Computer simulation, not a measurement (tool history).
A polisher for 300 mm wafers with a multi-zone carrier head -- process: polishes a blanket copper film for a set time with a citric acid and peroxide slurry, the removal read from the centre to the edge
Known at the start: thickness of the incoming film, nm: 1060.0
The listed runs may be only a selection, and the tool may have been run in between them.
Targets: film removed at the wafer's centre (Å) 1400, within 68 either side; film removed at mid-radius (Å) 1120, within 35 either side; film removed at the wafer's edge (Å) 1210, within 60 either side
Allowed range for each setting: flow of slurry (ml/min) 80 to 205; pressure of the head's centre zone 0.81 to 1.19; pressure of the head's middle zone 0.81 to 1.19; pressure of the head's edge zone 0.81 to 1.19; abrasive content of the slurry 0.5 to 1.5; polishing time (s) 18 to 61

run    day  flow of slurry (ml/min)  pressure of the head's centre zone  pressure of the head's middle zone  pressure of the head's edge zone  abrasive content of the slurry  polishing time (s)  film removed at the wafer's centre (Å)  film removed at mid-radius (Å)  film removed at the wafer's edge (Å)
  1      0                      135                                   1                                   1                                 1                               1                  39                                  716.97                             731                                738.15
  2  0.042                      150                                   1                                   1                                 1                               1                  39                                  747.72                          747.07                                747.57
  3  0.283                      155                                1.02                                   1                              1.02                             1.1                  41                                  834.11                          808.98                                815.01
  4  0.638                      155                                1.02                                0.96                              1.02                             1.1                  41                                  828.62                          783.38                                796.82
     0.796  -- slurry nozzle cleaned
  5  0.796                      155                                1.04                                0.96                              1.05                            1.15                  43                                  962.92                          880.45                                900.74
  6  1.104                      150                                1.05                                0.95                              1.07                             1.2                  43                                  965.82                          886.17                                920.01
  7  1.342                      150                                1.07                                0.94                              1.09                            1.25                  44                                  1017.1                          922.17                                965.28
  8  1.696                      155                                1.09                                0.93                               1.1                             1.3                  44                                  1022.9                          903.72                                989.33

Consider the 5 candidate settings below. Which is the only one whose results all fall within their allowed miss of target?
  A  2.05                      155                                1.19                                0.94                              1.12                             1.3                  54                                       ?                               ?                                     ?
  B  2.05                      135                                1.13                                0.86                              1.19                             1.5                  56                                       ?                               ?                                     ?
  C  2.05                      150                                1.02                                0.94                              1.12                             1.4                  53                                       ?                               ?                                     ?
  D  2.05                      165                                1.06                                0.81                              1.05                            1.25                  55                                       ?                               ?                                     ?
  E  2.05                      150                                1.08                                0.86                              1.18                             1.5                  51                                       ?                               ?                                     ?

move  film removed at the wafer's centre (Å)  film removed at mid-radius (Å)  film removed at the wafer's edge (Å)
   A                                  1379.1                          1141.2                                1186.3
   B                                  1360.8                          1117.5                                1285.2
   C                                    1178                          1132.9                                1178.8
   D                                  1260.4                          1052.2                                1172.3
   E                                  1216.1                          1040.4                                1183.7
A: all results land within tolerance of their targets
B: brings the last run's worst result on target, with another outside its allowed miss
C: brings the last run's worst result on target, with another outside its allowed miss
D: gains on the last run, yet a result remains outside its allowed miss
E: gains on the last run, yet a result remains outside its allowed miss
So the answer is move A, the one that meets all the targets.
